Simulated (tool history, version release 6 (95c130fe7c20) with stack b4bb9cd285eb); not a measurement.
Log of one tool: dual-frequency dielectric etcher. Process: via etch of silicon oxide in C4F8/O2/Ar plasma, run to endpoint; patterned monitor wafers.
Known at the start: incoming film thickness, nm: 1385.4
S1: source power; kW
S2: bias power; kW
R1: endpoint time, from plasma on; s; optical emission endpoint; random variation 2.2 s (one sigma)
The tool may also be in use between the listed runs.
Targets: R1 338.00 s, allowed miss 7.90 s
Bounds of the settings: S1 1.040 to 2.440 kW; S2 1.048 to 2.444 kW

run	hour	S1	S2	R1
1	0.0	1.740	1.746	294.38
2	1.3	1.670	1.725	301.04
3	2.2	1.610	1.709	308.98
4	5.3	1.810	1.709	291.40
5	11.1	1.740	1.693	298.93
6	17.6	1.970	1.693	282.25
7	21.1	1.880	1.670	290.06
8	23.3	1.810	1.652	290.23
9	27.7	1.720	1.656	300.70
10	31.7	1.660	1.640	304.68
11	32.5	1.610	1.623	314.18
12	33.4	1.580	1.617	316.34
13	35.9	1.550	1.611	319.29

Which of these 4 next moves meets every target?
A	38.4	1.810	1.785	?
B	38.4	1.410	1.509	?
C	38.4	1.360	1.320	?
D	38.4	1.560	1.576	?

move	R1
A	289.87
B	340.35
C	354.86
D	319.96
A: further off than the last run
B: meets every target
C: takes the result that was furthest off past its target
D: as far off as the last run
The right move is B.
